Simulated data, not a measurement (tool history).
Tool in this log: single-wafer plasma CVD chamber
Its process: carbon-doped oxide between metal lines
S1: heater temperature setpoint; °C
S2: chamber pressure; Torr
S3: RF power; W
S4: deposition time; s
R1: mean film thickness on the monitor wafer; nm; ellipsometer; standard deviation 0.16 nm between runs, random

run 1 hour=0.0 | S1=370 S2=4.26 S3=605 S4=20.0 | R1=95.888
run 2 hour=4.5 | S1=370 S2=4.89 S3=605 S4=20.0 | R1=96.784
run 3 hour=8.9 | S1=364 S2=4.89 S3=605 S4=20.0 | R1=98.338
run 4 hour=15.7 | S1=356 S2=4.89 S3=605 S4=20.0 | R1=100.800
run 5 hour=18.9 | S1=359 S2=4.77 S3=575 S4=19.8 | R1=94.371
run 6 hour=27.2 | S1=359 S2=4.31 S3=575 S4=19.8 | R1=93.113

For run 7, what comes out?
run 7 hour=30.0 | S1=360 S2=4.13 S3=555 S4=19.8 | R1=?

{"run 7": {"R1": 89.675}}
